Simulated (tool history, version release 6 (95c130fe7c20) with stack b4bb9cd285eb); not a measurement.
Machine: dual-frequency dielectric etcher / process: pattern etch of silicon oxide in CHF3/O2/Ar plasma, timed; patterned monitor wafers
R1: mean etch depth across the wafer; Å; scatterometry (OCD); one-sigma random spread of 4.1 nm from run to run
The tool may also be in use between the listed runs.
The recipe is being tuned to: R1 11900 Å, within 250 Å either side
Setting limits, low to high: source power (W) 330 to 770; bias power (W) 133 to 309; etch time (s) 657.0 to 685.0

Run 1, hour 0.0: source power (W) 550, bias power (W) 221, etch time (s) 657.0. Result: R1 13079 Å.
Run 2, hour 1.6: source power (W) 640, bias power (W) 221, etch time (s) 657.0. Result: R1 13771 Å.
Run 3, hour 3.3: source power (W) 640, bias power (W) 221, etch time (s) 685.0. Result: R1 14296 Å.
Run 4, hour 6.9: source power (W) 590, bias power (W) 209, etch time (s) 682.5. Result: R1 13647 Å.
Run 5, hour 14.7: source power (W) 590, bias power (W) 209, etch time (s) 685.0. Result: R1 13813 Å.
Run 6, hour 22.9: source power (W) 590, bias power (W) 209, etch time (s) 657.0. Result: R1 13183 Å.
Run 7, hour 24.2: source power (W) 550, bias power (W) 203, etch time (s) 657.0. Result: R1 12770 Å.
Run 8, hour 30.2: source power (W) 520, bias power (W) 199, etch time (s) 657.0. Result: R1 12467 Å.

Next run, 4 choices. One meets every target within its allowed miss, the rest don't. Which?
Run A, hour 36.2: source power (W) 550, bias power (W) 182, etch time (s) 672.5. Result: R1 ?.
Run B, hour 36.2: source power (W) 540, bias power (W) 181, etch time (s) 669.0. Result: R1 ?.
Run C, hour 36.2: source power (W) 540, bias power (W) 194, etch time (s) 657.5. Result: R1 ?.
Run D, hour 36.2: source power (W) 460, bias power (W) 199, etch time (s) 657.0. Result: R1 ?.

move     R1
   A  12549
   B  12389
   C  12438
   D  11908
A: lands further from the targets than the last run did
B: closer than the last run, but not yet in spec
C: closer than the last run, but not yet in spec
D: meets every target
D meets every target.

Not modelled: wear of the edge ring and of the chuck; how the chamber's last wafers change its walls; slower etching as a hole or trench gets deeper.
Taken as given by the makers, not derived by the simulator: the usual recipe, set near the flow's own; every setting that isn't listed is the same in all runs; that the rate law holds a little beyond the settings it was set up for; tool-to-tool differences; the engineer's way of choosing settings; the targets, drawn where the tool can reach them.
